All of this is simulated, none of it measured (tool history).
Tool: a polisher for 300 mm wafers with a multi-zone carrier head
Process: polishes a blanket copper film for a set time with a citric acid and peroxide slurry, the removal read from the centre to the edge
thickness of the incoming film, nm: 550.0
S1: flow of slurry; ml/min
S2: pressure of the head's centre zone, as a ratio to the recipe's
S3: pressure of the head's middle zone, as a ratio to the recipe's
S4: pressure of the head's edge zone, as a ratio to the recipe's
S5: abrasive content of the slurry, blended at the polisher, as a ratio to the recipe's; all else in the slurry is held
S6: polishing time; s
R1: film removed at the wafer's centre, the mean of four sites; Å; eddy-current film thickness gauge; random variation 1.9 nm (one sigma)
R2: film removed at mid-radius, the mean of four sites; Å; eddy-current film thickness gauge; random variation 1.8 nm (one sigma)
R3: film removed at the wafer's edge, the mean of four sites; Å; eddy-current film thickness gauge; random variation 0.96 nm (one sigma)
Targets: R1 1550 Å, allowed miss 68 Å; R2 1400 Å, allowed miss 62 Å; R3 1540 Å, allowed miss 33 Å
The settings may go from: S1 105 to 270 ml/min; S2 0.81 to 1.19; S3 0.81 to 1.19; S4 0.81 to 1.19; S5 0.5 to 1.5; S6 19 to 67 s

| run | hour | S1 | S2 | S3 | S4 | S5 | S6 | R1 | R2 | R3 |
|---|---|---|---|---|---|---|---|---|---|---|
| 1 | 0 | 175 | 1 | 1 | 1 | 1 | 43 | 966.25 | 991.71 | 1006.5 |
| 2 | 4.9 | 190 | 1.03 | 1 | 1.05 | 1.15 | 46 | 1085.4 | 1108.2 | 1131.6 |
| 3 | 6.3 | 195 | 1.06 | 0.98 | 1.08 | 1.25 | 49 | 1259.7 | 1201.6 | 1241.3 |
| 4 | 10.5 | 195 | 1.06 | 0.98 | 1.02 | 1.25 | 49 | 1224.4 | 1198.8 | 1220.3 |
| 5 | 19.4 | 195 | 1.06 | 0.98 | 1.02 | 1.25 | 41 | 1026.7 | 1004.9 | 1011 |
| 6 | 26.1 | 200 | 1.07 | 0.96 | 1.06 | 1.35 | 46 | 1220.6 | 1121 | 1181.2 |
| 7 | 32.1 | 200 | 1.07 | 0.96 | 1.06 | 1.35 | 46 | 1211.4 | 1131.8 | 1170.6 |
| 8 | 32.7 | 230 | 1.1 | 0.95 | 1.16 | 1.5 | 54 | 1554.5 | 1382.3 | 1501.1 |
| 9 | 39.8 | 230 | 1.09 | 0.95 | 1.17 | 1.5 | 54 | 1513.3 | 1342 | 1498 |

Which of these 4 next moves meets every target?
| A | 46.9 | 235 | 1.09 | 0.84 | 1.19 | 1.5 | 56 | ? | ? | ? |
| B | 46.9 | 215 | 1.02 | 0.96 | 1.19 | 1.5 | 55 | ? | ? | ? |
| C | 46.9 | 215 | 1.1 | 0.98 | 1.19 | 1.5 | 55 | ? | ? | ? |
| D | 46.9 | 185 | 1.05 | 1.04 | 1.1 | 1.5 | 53 | ? | ? | ? |

| move | R1 | R2 | R3 |
|---|---|---|---|
| A | 1601.6 | 1307.2 | 1584.1 |
| B | 1453 | 1417.5 | 1539.3 |
| C | 1568 | 1441.7 | 1538.9 |
| D | 1405.6 | 1427.8 | 1406.9 |
A: takes the result that was furthest off past its target
B: brings the result that was furthest off to its target, and leaves another outside
C: meets every target
D: further off than the last run
The right move is C.

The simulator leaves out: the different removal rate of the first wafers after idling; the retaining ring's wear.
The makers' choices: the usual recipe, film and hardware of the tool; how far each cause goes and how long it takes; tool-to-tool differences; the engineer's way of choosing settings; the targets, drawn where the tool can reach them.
